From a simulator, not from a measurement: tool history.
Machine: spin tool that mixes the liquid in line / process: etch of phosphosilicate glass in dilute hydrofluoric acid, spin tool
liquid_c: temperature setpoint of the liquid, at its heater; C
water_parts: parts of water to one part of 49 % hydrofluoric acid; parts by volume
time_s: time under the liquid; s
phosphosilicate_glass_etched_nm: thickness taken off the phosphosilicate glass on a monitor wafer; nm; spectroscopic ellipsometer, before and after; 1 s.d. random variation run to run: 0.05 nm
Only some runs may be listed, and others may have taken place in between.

| run | day | liquid_c | water_parts | time_s | phosphosilicate_glass_etched_nm |
|---|---|---|---|---|---|
| 1 | 0.000 | 25.0 | 255 | 15 | 6.8843 |
| 2 | 0.125 | 25.0 | 255 | 15 | 6.8914 |
| 3 | 0.221 | 25.0 | 255 | 15 | 6.9077 |
| 4 | 0.396 | 26.0 | 250 | 15 | 7.3463 |
| 5 | 0.525 | 26.0 | 250 | 15 | 7.3134 |
| 6 | 0.654 | 26.0 | 250 | 15 | 7.3103 |
| 7 | 0.988 | 27.0 | 245 | 15 | 7.7989 |
| 8 | 1.358 | 28.0 | 240 | 15 | 8.2811 |
| 9 | 1.467 | 28.5 | 235 | 15 | 8.6502 |
| 10 | 1.692 | 29.0 | 230 | 15 | 9.0465 |

Estimate the outcome of run 11 from the log above:
| 11 | 1.971 | 33.0 | 205 | 15 | ? |

Run 11 measured phosphosilicate_glass_etched_nm 11.9780 nm.
